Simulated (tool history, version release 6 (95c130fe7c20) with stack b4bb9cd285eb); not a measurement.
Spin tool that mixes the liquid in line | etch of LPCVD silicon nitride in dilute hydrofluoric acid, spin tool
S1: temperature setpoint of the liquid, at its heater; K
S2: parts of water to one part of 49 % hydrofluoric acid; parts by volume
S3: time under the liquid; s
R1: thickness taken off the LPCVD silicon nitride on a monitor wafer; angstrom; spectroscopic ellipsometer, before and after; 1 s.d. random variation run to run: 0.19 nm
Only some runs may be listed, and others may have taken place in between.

| run | day | S1 | S2 | S3 | R1 |
|---|---|---|---|---|---|
| 1 | 0 | 295.15 | 70 | 310 | 16.655 |
| 2 | 0.258 | 295.15 | 70 | 335 | 17.081 |
| 3 | 0.592 | 295.15 | 55 | 335 | 21.504 |
| 4 | 0.825 | 295.65 | 50 | 335 | 24.222 |
| 5 | 1.092 | 296.15 | 45 | 335 | 30.518 |
| 6 | 1.204 | 296.15 | 45 | 335 | 30.244 |

Run 7 comes next. What will it give?
| 7 | 1.404 | 296.65 | 45 | 335 | ? |

{"run 7": {"R1": 29.835}}

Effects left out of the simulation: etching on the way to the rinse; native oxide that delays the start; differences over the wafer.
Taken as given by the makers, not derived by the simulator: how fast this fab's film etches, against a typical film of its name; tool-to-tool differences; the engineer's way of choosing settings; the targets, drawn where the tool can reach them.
